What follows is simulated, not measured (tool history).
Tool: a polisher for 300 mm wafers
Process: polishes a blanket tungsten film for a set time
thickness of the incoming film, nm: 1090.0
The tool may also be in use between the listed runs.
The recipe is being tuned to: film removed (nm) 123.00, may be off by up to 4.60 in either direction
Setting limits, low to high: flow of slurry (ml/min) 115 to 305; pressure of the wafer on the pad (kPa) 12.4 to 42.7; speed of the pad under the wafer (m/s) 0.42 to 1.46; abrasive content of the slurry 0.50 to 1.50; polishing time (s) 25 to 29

run,hour,flow of slurry (ml/min),pressure of the wafer on the pad (kPa),speed of the pad under the wafer (m/s),abrasive content of the slurry,polishing time (s),film removed (nm)
1,0.0,195,27.6,0.94,1.00,29,156.60
2,3.1,195,32.4,0.94,1.00,29,182.94
3,5.3,195,38.6,0.94,1.00,29,217.20
4,7.9,195,32.4,0.94,1.00,29,183.16
5,11.1,195,32.4,0.94,1.00,29,181.44
6,19.0,195,32.4,1.08,1.00,29,206.79
7,25.5,195,29.0,1.08,1.00,29,185.80
8,33.3,195,26.2,1.08,1.00,29,169.14
9,38.8,195,24.1,1.08,1.00,29,157.35

Consider the 4 candidate settings below. Which is the only one whose results all fall within their allowed miss of target?
A,44.3,205,19.3,1.08,1.15,25,?
B,44.3,180,24.1,1.30,1.10,29,?
C,44.3,225,17.2,1.20,0.90,29,?
D,44.3,155,27.6,1.04,1.05,29,?

move,film removed (nm)
A,113.16
B,189.05
C,123.22
D,166.72
A: takes the biggest miss from the last run beyond its target
B: further off than the last run
C: every result within its allowed miss
D: further off than the last run
Correct choice: C, which meets every target
